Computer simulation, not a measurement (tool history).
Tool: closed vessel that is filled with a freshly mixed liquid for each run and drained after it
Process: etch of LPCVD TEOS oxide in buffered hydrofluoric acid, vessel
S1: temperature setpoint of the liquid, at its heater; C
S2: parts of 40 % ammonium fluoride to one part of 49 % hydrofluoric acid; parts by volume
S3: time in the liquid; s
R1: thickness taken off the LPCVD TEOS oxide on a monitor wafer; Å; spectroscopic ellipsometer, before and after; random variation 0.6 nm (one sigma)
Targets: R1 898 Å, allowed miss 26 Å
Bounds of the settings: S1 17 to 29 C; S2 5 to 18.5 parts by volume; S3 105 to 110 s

run 1 day=0 | S1=21 S2=11.5 S3=105 | R1=1576.6
run 2 day=0.138 | S1=21 S2=11.5 S3=105 | R1=1544.2
run 3 day=0.308 | S1=21 S2=9 S3=105 | R1=1917.5
run 4 day=0.612 | S1=22.5 S2=9 S3=105 | R1=2084
run 5 day=0.825 | S1=20 S2=9 S3=105 | R1=1786.8
run 6 day=0.971 | S1=20 S2=9 S3=110 | R1=1876.8
run 7 day=1.029 | S1=19 S2=11 S3=110 | R1=1521.8
run 8 day=1.121 | S1=17 S2=14.5 S3=110 | R1=1038.2
run 9 day=1.258 | S1=17 S2=15 S3=110 | R1=1002.5
run 10 day=1.471 | S1=17 S2=15.5 S3=110 | R1=978.77

Which of these 5 next moves meets every target?
run A day=1.683 | S1=17.5 S2=13.5 S3=110 | R1=?
run B day=1.683 | S1=17 S2=17 S3=110 | R1=?
run C day=1.683 | S1=17 S2=14.5 S3=105 | R1=?
run D day=1.683 | S1=17 S2=15 S3=105 | R1=?
run E day=1.683 | S1=18.5 S2=16.5 S3=105 | R1=?

move=A R1=1141.4
move=B R1=884.02
move=C R1=987.03
move=D R1=954.65
move=E R1=946.55
A: further off than the last run
B: meets every target
C: further off than the last run
D: nearer than the last run, and not there yet
E: nearer than the last run, and not there yet
The right move is B.

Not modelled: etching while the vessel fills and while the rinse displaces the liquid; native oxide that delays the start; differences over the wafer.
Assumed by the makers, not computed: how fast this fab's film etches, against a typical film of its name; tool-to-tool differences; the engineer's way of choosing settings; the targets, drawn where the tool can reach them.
